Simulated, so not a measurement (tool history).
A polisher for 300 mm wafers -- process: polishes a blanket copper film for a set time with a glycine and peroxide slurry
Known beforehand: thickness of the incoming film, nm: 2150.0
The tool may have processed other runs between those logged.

| run | hour | flow of slurry (ml/min) | pressure of the wafer on the pad (psi) | speed of the pad under the wafer (cm/s) | polishing time (s) | film removed (nm) |
|---|---|---|---|---|---|---|
| 1 | 0 | 235 | 3.3 | 88 | 77 | 364.51 |
| 2 | 2 | 235 | 3.3 | 88 | 77 | 367.76 |
| 3 | 5.2 | 195 | 3.3 | 88 | 77 | 362.5 |
| 4 | 7 | 195 | 3.2 | 88 | 77 | 362.07 |
| 5 | 10.2 | 195 | 3.2 | 88 | 81 | 378.51 |
| 6 | 18.6 | 195 | 3.2 | 88 | 81 | 372.33 |

Predict the results of run 7:
| 7 | 26.3 | 195 | 3.1 | 88 | 81 | ? |

film removed (nm): 365.04
